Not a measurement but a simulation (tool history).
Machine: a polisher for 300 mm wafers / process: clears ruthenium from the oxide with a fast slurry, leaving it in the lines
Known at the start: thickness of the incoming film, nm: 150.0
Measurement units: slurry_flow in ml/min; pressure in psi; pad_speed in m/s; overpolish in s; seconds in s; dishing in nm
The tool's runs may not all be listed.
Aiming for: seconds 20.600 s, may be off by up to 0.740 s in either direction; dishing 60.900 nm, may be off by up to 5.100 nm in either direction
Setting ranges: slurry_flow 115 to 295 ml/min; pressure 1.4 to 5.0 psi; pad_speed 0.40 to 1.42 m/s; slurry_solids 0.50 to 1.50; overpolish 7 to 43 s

run	hour	slurry_flow	pressure	pad_speed	slurry_solids	overpolish	seconds	dishing
1	0.0	190	3.2	0.90	1.00	22	28.744	80.686
2	3.8	190	3.2	1.02	1.00	22	25.271	85.817
3	6.1	190	3.2	1.02	1.00	27	25.536	101.570
4	7.9	190	3.2	0.92	1.00	27	27.680	96.140
5	8.8	190	3.2	0.92	0.90	27	29.344	87.978
6	10.6	170	3.2	0.92	0.90	27	30.472	87.162
7	17.4	190	3.4	0.92	0.85	22	29.643	77.589
8	18.6	190	3.7	0.96	0.80	18	28.663	72.286
9	20.2	195	3.9	1.02	0.75	15	26.652	62.336
10	27.8	200	4.2	1.02	0.75	14	25.458	64.658
# hour 35.8: head pressure recalibrated
11	35.8	165	4.9	1.12	0.75	7	22.194	38.831
12	39.0	180	4.8	1.12	0.75	8	22.669	43.978
13	45.3	195	4.8	1.12	0.75	8	21.872	44.745
14	50.3	205	4.8	1.12	0.75	9	21.892	49.126
15	55.6	215	4.8	1.12	0.75	10	21.582	54.006
16	58.9	220	4.8	1.12	0.75	10	21.684	54.069
17	66.4	225	4.8	1.12	0.75	10	21.815	54.594
18	70.9	230	4.8	1.12	0.75	10	21.537	53.731
19	72.6	235	4.8	1.12	0.75	10	21.757	54.228

5 next moves are on the table. One of them brings every result within its allowed miss. Which?
A	74.3	240	4.9	1.08	0.85	9	?	?
B	74.3	255	4.5	1.08	0.90	11	?	?
C	74.3	245	4.8	1.10	0.70	8	?	?
D	74.3	165	4.2	1.12	0.80	12	?	?
E	74.3	235	5.0	1.14	0.65	14	?	?

move	seconds	dishing
A	20.332	53.090
B	20.702	61.567
C	23.139	43.083
D	23.680	59.279
E	23.103	68.227
A: puts the biggest miss on target and leaves a different result outside tolerance
B: every result within its allowed miss
C: misses by more than the last run did
D: misses by more than the last run did
E: misses by more than the last run did
So the answer is move B, the one that meets all the targets.
